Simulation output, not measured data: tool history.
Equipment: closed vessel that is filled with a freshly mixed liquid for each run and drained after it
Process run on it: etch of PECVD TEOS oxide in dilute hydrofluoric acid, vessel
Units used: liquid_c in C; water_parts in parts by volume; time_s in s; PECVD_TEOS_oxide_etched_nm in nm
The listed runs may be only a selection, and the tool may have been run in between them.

run 1 hour=0 | liquid_c=22 water_parts=280 time_s=150 | PECVD_TEOS_oxide_etched_nm=7.3407
run 2 hour=2.4 | liquid_c=24 water_parts=225 time_s=150 | PECVD_TEOS_oxide_etched_nm=10.421
run 3 hour=6.6 | liquid_c=27.5 water_parts=225 time_s=150 | PECVD_TEOS_oxide_etched_nm=11.787
run 4 hour=10.5 | liquid_c=28 water_parts=185 time_s=150 | PECVD_TEOS_oxide_etched_nm=15.183
run 5 hour=16.3 | liquid_c=28 water_parts=185 time_s=160 | PECVD_TEOS_oxide_etched_nm=16.523
-- hour=25.5 thermometer replaced
run 6 hour=25.5 | liquid_c=25 water_parts=185 time_s=160 | PECVD_TEOS_oxide_etched_nm=13.952
run 7 hour=30.4 | liquid_c=26 water_parts=160 time_s=160 | PECVD_TEOS_oxide_etched_nm=17.124
run 8 hour=37.1 | liquid_c=30 water_parts=110 time_s=160 | PECVD_TEOS_oxide_etched_nm=30.568
run 9 hour=43.9 | liquid_c=29.5 water_parts=110 time_s=160 | PECVD_TEOS_oxide_etched_nm=29.925
run 10 hour=49.2 | liquid_c=29.5 water_parts=110 time_s=160 | PECVD_TEOS_oxide_etched_nm=30.399
run 11 hour=51 | liquid_c=29 water_parts=110 time_s=160 | PECVD_TEOS_oxide_etched_nm=29.737
run 12 hour=57.2 | liquid_c=28.5 water_parts=110 time_s=160 | PECVD_TEOS_oxide_etched_nm=29.488

Estimate the outcome of run 13 from the log above:
run 13 hour=63.3 | liquid_c=28 water_parts=110 time_s=160 | PECVD_TEOS_oxide_etched_nm=?

Run 13 produced PECVD_TEOS_oxide_etched_nm 28.69 nm.
